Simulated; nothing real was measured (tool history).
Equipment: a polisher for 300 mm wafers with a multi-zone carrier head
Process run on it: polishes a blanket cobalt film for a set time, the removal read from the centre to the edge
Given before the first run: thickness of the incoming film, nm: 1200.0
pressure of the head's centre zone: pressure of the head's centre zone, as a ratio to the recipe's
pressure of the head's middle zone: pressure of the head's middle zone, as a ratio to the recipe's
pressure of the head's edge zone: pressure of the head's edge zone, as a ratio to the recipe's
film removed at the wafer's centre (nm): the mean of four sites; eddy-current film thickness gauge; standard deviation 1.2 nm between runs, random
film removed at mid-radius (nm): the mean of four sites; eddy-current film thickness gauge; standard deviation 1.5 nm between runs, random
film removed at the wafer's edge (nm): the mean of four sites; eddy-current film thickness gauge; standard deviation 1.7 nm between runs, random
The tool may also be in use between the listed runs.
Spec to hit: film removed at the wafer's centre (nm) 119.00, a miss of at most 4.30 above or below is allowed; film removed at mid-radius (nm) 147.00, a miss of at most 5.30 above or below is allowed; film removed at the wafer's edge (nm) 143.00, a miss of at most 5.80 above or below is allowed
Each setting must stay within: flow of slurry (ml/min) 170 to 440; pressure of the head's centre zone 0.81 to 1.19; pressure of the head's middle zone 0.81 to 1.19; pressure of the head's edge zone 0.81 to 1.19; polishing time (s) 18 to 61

run  hour  flow of slurry (ml/min)  pressure of the head's centre zone  pressure of the head's middle zone  pressure of the head's edge zone  polishing time (s)  film removed at the wafer's centre (nm)  film removed at mid-radius (nm)  film removed at the wafer's edge (nm)
  1   0.0                      280                                1.00                                1.00                              1.00                  39                                   115.44                           114.77                                 116.73
  2   2.8                      280                                0.99                                1.01                              1.01                  39                                   110.69                           114.52                                 112.36
  3   7.5                      280                                0.99                                1.01                              1.01                  43                                   124.29                           128.52                                 126.77
  4  16.5                      280                                0.93                                1.01                              1.01                  43                                   116.20                           128.66                                 127.99
  5  22.3                      350                                0.93                                1.01                              1.01                  43                                   120.72                           130.16                                 130.08
  6  31.2                      350                                0.93                                1.01                              0.93                  43                                   118.37                           132.33                                 124.28
  7  39.8                      350                                0.92                                1.02                              0.94                  43                                   118.95                           132.07                                 124.46
  8  45.5                      350                                0.91                                1.03                              0.95                  43                                   115.97                           132.88                                 125.69
  9  53.6                      365                                0.90                                1.09                              1.05                  46                                   123.73                           148.60                                 141.07

Exactly one of the 5 candidate moves below puts every result within its allowed miss. Which one?
  A  61.7                      390                                0.94                                1.07                              0.98                  46                                        ?                                ?                                      ?
  B  61.7                      360                                0.95                                1.07                              1.06                  46                                        ?                                ?                                      ?
  C  61.7                      315                                0.87                                1.09                              1.08                  46                                        ?                                ?                                      ?
  D  61.7                      420                                0.92                                1.06                              1.10                  45                                        ?                                ?                                      ?
  E  61.7                      350                                0.90                                1.18                              1.00                  46                                        ?                                ?                                      ?

move  film removed at the wafer's centre (nm)  film removed at mid-radius (nm)  film removed at the wafer's edge (nm)
   A                                   129.49                           149.73                                 139.13
   B                                   130.01                           148.79                                 143.87
   C                                   117.53                           149.53                                 143.93
   D                                   124.67                           146.06                                 144.68
   E                                   122.90                           161.53                                 139.38
A: further off than the last run
B: further off than the last run
C: every result lands within tolerance
D: further off than the last run
E: puts the biggest miss on target and leaves a different result outside tolerance
C meets every target.
